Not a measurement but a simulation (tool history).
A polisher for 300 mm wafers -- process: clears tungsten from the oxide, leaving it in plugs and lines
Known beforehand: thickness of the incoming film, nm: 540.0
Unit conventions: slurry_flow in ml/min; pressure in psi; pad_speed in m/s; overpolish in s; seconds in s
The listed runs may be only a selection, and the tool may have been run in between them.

Run 1, day 0.000: slurry_flow 180 ml/min, pressure 3.2 psi, pad_speed 1.16 m/s, slurry_solids 1.0, overpolish 9 s. Result: seconds 143.89 s.
Run 2, day 0.162: slurry_flow 180 ml/min, pressure 3.2 psi, pad_speed 1.16 m/s, slurry_solids 1.0, overpolish 9 s. Result: seconds 141.43 s.
Run 3, day 0.283: slurry_flow 180 ml/min, pressure 3.2 psi, pad_speed 1.16 m/s, slurry_solids 1.0, overpolish 9 s. Result: seconds 143.89 s.
Run 4, day 0.612: slurry_flow 180 ml/min, pressure 3.2 psi, pad_speed 1.16 m/s, slurry_solids 0.9, overpolish 9 s. Result: seconds 144.92 s.
Run 5, day 0.683: slurry_flow 180 ml/min, pressure 3.2 psi, pad_speed 1.16 m/s, slurry_solids 1.1, overpolish 9 s. Result: seconds 139.01 s.
Run 6, day 0.821: slurry_flow 180 ml/min, pressure 3.2 psi, pad_speed 0.90 m/s, slurry_solids 1.1, overpolish 9 s. Result: seconds 176.50 s.
Run 7, day 0.867: slurry_flow 180 ml/min, pressure 3.7 psi, pad_speed 0.92 m/s, slurry_solids 1.1, overpolish 9 s. Result: seconds 151.18 s.

The next listed run, before its measurement:
Run 8, day 1.092: slurry_flow 180 ml/min, pressure 4.1 psi, pad_speed 0.96 m/s, slurry_solids 1.1, overpolish 9 s. Result: seconds ?.

{"run 8": {"seconds": 133.06}}
